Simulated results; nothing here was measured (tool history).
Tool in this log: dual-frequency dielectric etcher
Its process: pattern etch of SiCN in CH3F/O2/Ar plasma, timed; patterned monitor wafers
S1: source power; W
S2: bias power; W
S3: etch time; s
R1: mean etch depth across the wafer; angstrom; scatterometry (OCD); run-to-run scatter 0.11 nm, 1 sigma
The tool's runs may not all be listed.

Run 1, hour 0.0: S1 300 W, S2 60 W, S3 69.5 s. Result: R1 215.05 angstrom.
Run 2, hour 7.1: S1 280 W, S2 59 W, S3 69.5 s. Result: R1 209.38 angstrom.
Run 3, hour 8.9: S1 230 W, S2 59 W, S3 69.5 s. Result: R1 193.17 angstrom.
Run 4, hour 15.3: S1 250 W, S2 59 W, S3 69.5 s. Result: R1 199.31 angstrom.
Run 5, hour 22.2: S1 240 W, S2 59 W, S3 69.5 s. Result: R1 196.68 angstrom.
Run 6, hour 27.3: S1 240 W, S2 59 W, S3 69.5 s. Result: R1 197.56 angstrom.

Run 7 comes next. What will it give?
Run 7, hour 29.7: S1 230 W, S2 59 W, S3 69.5 s. Result: R1 ?.

R1: 193.27 angstrom
